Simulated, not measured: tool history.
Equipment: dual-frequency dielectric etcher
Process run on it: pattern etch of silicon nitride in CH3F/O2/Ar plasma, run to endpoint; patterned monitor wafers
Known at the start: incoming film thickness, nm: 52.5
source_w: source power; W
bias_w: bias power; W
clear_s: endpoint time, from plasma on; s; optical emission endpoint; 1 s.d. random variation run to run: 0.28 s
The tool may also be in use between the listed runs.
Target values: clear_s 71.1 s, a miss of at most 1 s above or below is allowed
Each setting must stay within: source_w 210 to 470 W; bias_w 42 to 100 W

run,day,source_w,bias_w,clear_s
1,0,340,71,79.696
2,0.358,360,72,77.772
3,0.496,360,62,81.321
4,0.846,380,63,79.349
5,0.992,380,74,75.693
6,1.179,380,80,73.91
7,1.438,390,80,73.599
8,1.742,400,80,72.942

Which single option among these 5 for the next run brings every result within its allowed miss of target? Just one does.
A,2.046,330,94,?
B,2.046,360,78,?
C,2.046,440,76,?
D,2.046,380,76,?
E,2.046,400,77,?

move,clear_s
A,74.548
B,76.375
C,70.922
D,75.301
E,73.44
A: lands further from the targets than the last run did
B: lands further from the targets than the last run did
C: meets every target
D: lands further from the targets than the last run did
E: lands further from the targets than the last run did
Move C is the one to make.
